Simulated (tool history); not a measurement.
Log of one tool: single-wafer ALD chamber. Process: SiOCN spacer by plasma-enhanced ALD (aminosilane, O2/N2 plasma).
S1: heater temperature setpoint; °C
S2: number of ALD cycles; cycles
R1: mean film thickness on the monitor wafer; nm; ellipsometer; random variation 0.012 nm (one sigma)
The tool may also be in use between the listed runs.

run 1 day=0 | S1=425 S2=84 | R1=4.4314
run 2 day=0.233 | S1=430 S2=80 | R1=4.1382
run 3 day=0.5 | S1=434 S2=77 | R1=3.937
run 4 day=0.788 | S1=437 S2=75 | R1=3.7958
run 5 day=0.925 | S1=437 S2=65 | R1=3.273
run 6 day=1.233 | S1=435 S2=65 | R1=3.3148
run 7 day=1.483 | S1=433 S2=65 | R1=3.331
run 8 day=1.821 | S1=432 S2=65 | R1=3.3458
run 9 day=2.004 | S1=431 S2=65 | R1=3.3645

Forecast run 10:
run 10 day=2.329 | S1=431 S2=65 | R1=?

R1: 3.354 nm

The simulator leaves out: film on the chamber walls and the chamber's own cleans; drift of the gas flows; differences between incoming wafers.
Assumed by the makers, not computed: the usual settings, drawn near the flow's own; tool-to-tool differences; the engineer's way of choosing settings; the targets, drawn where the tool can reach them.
